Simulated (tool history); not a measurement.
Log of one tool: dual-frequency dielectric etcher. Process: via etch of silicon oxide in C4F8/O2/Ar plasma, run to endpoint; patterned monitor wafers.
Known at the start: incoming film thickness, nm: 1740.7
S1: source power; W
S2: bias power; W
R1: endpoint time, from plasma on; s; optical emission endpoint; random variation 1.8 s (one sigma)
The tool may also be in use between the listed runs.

run 1 hour=0.0 | S1=2330 S2=2154 | R1=299.67
run 2 hour=7.7 | S1=2170 S2=2114 | R1=313.28
run 3 hour=15.0 | S1=2170 S2=1792 | R1=326.68
run 4 hour=21.0 | S1=2170 S2=2090 | R1=310.65
run 5 hour=28.2 | S1=2050 S2=2062 | R1=318.29
run 6 hour=35.1 | S1=1960 S2=2037 | R1=328.68
run 7 hour=42.5 | S1=1920 S2=2029 | R1=328.04
-- hour=46.7 wet clean of the chamber
run 8 hour=46.7 | S1=1870 S2=2016 | R1=320.73

Forecast run 9:
run 9 hour=51.3 | S1=1820 S2=1929 | R1=?

{"run 9": {"R1": 331.25}}

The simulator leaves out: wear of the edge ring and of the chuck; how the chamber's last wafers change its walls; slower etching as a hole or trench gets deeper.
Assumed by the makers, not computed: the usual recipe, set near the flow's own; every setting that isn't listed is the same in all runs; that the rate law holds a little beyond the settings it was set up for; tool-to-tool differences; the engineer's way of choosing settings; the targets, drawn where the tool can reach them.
